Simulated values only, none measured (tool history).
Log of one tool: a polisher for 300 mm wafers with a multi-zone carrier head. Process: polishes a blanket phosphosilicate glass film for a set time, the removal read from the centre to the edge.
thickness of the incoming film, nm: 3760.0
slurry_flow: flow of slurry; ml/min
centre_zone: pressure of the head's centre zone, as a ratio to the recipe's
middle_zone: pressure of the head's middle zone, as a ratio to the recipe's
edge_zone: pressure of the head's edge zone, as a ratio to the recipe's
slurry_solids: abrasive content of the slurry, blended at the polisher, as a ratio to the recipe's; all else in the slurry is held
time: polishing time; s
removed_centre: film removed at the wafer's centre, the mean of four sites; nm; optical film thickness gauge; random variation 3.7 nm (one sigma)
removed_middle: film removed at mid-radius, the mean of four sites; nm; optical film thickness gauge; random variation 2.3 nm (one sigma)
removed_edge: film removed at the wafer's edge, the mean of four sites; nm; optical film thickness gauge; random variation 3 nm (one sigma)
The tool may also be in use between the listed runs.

run 1 hour=0 | slurry_flow=300 centre_zone=1 middle_zone=1 edge_zone=1 slurry_solids=1 time=44 | removed_centre=428.04 removed_middle=416.66 removed_edge=421.45
run 2 hour=3.4 | slurry_flow=360 centre_zone=1 middle_zone=1 edge_zone=1 slurry_solids=1 time=44 | removed_centre=434.88 removed_middle=419.92 removed_edge=418.97
run 3 hour=7.4 | slurry_flow=360 centre_zone=1 middle_zone=0.97 edge_zone=1 slurry_solids=1 time=44 | removed_centre=427.49 removed_middle=404.28 removed_edge=417.86
run 4 hour=9.7 | slurry_flow=360 centre_zone=1 middle_zone=0.97 edge_zone=1 slurry_solids=1.15 time=44 | removed_centre=459.5 removed_middle=437.48 removed_edge=450.08
run 5 hour=13.4 | slurry_flow=370 centre_zone=0.98 middle_zone=1 edge_zone=0.95 slurry_solids=0.95 time=41 | removed_centre=371.04 removed_middle=379.68 removed_edge=376.6
run 6 hour=20.3 | slurry_flow=370 centre_zone=0.98 middle_zone=1 edge_zone=0.95 slurry_solids=1.1 time=41 | removed_centre=410.82 removed_middle=404.94 removed_edge=404.4
run 7 hour=25 | slurry_flow=385 centre_zone=1.07 middle_zone=1.07 edge_zone=0.85 slurry_solids=0.85 time=34 | removed_centre=329.31 removed_middle=316.3 removed_edge=279.17
run 8 hour=26.4 | slurry_flow=385 centre_zone=1.04 middle_zone=1.07 edge_zone=0.84 slurry_solids=0.8 time=34 | removed_centre=299.83 removed_middle=301.34 removed_edge=272.5
run 9 hour=31.9 | slurry_flow=385 centre_zone=1.04 middle_zone=1.09 edge_zone=0.83 slurry_solids=0.75 time=34 | removed_centre=298.62 removed_middle=295.55 removed_edge=252.72

Forecast run 10:
run 10 hour=38.2 | slurry_flow=380 centre_zone=1.01 middle_zone=1.09 edge_zone=0.83 slurry_solids=0.75 time=34 | removed_centre=? removed_middle=? removed_edge=?

removed_centre: 290.37 nm
removed_middle: 297.23 nm
removed_edge: 257.9 nm

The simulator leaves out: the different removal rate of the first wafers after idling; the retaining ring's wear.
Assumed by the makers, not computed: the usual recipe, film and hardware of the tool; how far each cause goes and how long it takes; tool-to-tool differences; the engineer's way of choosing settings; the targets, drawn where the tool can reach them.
